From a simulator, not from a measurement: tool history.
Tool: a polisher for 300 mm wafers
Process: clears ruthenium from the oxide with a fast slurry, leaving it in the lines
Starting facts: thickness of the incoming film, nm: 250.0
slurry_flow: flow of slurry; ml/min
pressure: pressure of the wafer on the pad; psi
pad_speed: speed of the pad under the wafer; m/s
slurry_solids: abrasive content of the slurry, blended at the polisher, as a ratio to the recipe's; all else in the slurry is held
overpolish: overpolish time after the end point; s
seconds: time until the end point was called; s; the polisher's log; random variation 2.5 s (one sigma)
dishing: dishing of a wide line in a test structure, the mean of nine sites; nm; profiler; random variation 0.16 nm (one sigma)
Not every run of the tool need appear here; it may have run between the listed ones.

run	hour	slurry_flow	pressure	pad_speed	slurry_solids	overpolish	seconds	dishing
1	0.0	130	2.0	0.88	1.0	14	110.09	20.6910
2	7.8	130	1.8	0.88	1.0	14	117.59	19.0820
3	11.8	130	2.0	0.88	1.0	14	106.29	20.2510
4	14.6	130	2.0	0.88	1.1	14	102.93	21.6490
5	22.0	135	1.8	0.86	1.1	13	115.96	18.2620
6	25.5	135	1.8	0.86	1.1	8	118.67	11.9900
7	26.4	130	1.6	0.86	1.1	9	125.64	12.0750
8	34.0	130	1.4	0.84	1.1	10	150.38	11.6940
9	36.0	130	1.3	0.84	1.1	10	156.18	11.2240
10	43.0	115	1.1	0.84	1.1	10	184.65	9.6743

Run 11 is up next; what results do you expect?
11	44.4	120	1.1	0.84	1.1	10	?	?

For run 11 the tool returned seconds 182.73 s, dishing 9.8100 nm.

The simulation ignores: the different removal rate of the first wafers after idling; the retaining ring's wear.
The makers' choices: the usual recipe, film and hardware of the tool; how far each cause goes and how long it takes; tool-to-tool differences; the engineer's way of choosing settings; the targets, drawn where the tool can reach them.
